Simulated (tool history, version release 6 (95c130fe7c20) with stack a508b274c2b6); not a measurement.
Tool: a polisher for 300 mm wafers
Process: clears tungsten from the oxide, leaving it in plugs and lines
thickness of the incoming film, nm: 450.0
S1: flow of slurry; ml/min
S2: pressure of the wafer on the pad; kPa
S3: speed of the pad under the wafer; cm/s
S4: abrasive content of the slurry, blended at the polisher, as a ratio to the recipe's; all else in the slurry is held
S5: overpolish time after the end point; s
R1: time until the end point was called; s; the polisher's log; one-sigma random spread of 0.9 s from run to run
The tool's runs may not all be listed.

{"run": 1, "hour": 0.0, "S1": 180, "S2": 32.4, "S3": 124, "S4": 1, "S5": 44, "R1": 61.494}
{"run": 2, "hour": 4.7, "S1": 175, "S2": 26.9, "S3": 124, "S4": 1, "S5": 44, "R1": 73.209}
{"run": 3, "hour": 10.9, "S1": 175, "S2": 26.9, "S3": 152, "S4": 1, "S5": 44, "R1": 63.384}
{"run": 4, "hour": 17.9, "S1": 175, "S2": 22.8, "S3": 152, "S4": 1, "S5": 44, "R1": 73.91}
{"run": 5, "hour": 26.1, "S1": 170, "S2": 20, "S3": 146, "S4": 1, "S5": 44, "R1": 84.466}
{"run": 6, "hour": 28.1, "S1": 170, "S2": 20, "S3": 146, "S4": 0.8, "S5": 44, "R1": 89.895}
{"run": 7, "hour": 37.1, "S1": 150, "S2": 14.5, "S3": 142, "S4": 0.8, "S5": 44, "R1": 126.3}

Predict the results of run 8:
{"run": 8, "hour": 38.6, "S1": 165, "S2": 14.5, "S3": 142, "S4": 0.8, "S5": 44, "R1": "?"}

R1: 121.7 s
